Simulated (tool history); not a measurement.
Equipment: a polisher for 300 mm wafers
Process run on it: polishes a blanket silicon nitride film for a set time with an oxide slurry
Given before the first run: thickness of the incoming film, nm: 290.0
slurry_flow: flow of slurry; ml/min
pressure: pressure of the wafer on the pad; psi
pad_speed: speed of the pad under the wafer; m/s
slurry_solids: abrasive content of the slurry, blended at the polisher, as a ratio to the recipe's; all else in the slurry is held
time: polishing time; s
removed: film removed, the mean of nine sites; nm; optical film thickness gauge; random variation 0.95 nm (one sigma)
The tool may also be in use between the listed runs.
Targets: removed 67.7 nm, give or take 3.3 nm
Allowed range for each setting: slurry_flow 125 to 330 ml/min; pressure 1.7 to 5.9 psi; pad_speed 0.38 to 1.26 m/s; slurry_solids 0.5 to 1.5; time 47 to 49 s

run    day  slurry_flow  pressure  pad_speed  slurry_solids  time  removed
  1      0          210       3.8       0.82              1    47    32.65
  2  0.242          210       3.8       0.82           0.85    47   28.962
  3  0.396          210       4.5       0.92           0.85    47   38.565
  4  0.483          210         5       0.98           0.85    47    44.32
  5  0.667          210       5.3       1.06           0.85    47    48.86
  6  0.879          210       5.5       1.12            0.9    47   55.404
  7  0.988          210       5.6       1.16            0.9    47   57.753
  8  1.304          210       5.7        1.2            0.9    47   60.071
  9  1.425          210       5.8       1.22            0.9    47   62.187
 10  1.779          210       5.8       1.24            0.9    47   62.538

Below are 4 possible settings for the next run. Only one of them brings all results inside the allowed miss of their targets. Which is it?
  A  2.133          180       5.7        1.2           0.85    47        ?
  B  2.133          185       5.6       1.24            0.9    47        ?
  C  2.133          190       5.8        1.2           0.75    49        ?
  D  2.133          230       5.2       1.26            1.1    48        ?

move  removed
   A   57.161
   B   60.193
   C   55.343
   D   67.038
A: the biggest miss grows against the last run
B: the biggest miss grows against the last run
C: the biggest miss grows against the last run
D: hits every target within its allowed miss
Correct choice: D, which meets every target
